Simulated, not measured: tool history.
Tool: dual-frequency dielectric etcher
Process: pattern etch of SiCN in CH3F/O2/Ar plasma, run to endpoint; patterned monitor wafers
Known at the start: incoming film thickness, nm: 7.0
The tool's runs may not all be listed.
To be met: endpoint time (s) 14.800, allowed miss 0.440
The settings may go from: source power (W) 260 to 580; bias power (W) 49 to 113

run  hour  source power (W)  bias power (W)  endpoint time (s)
  1   0.0               420              81             16.881
  2   8.0               450              81             16.380
  3  10.0               450              94             15.647
  4  17.0               460              95             15.391
  5  20.1               400              95             16.243
  6  21.7               410              96             16.221
  7  29.8               420              97             15.840
  8  37.6               430              98             15.697
  9  38.1               440              99             15.468
 10  46.1               450              99             15.326

5 next moves are on the table. One of them brings every result within its allowed miss. Which?
  A  54.1               420              84                  ?
  B  54.1               490             111                  ?
  C  54.1               440              94                  ?
  D  54.1               440              91                  ?
  E  54.1               430             113                  ?

move  endpoint time (s)
   A             16.653
   B             14.151
   C             15.702
   D             15.882
   E             14.835
A: further off than the last run
B: takes the result that was furthest off past its target
C: further off than the last run
D: further off than the last run
E: meets every target
Answer: E
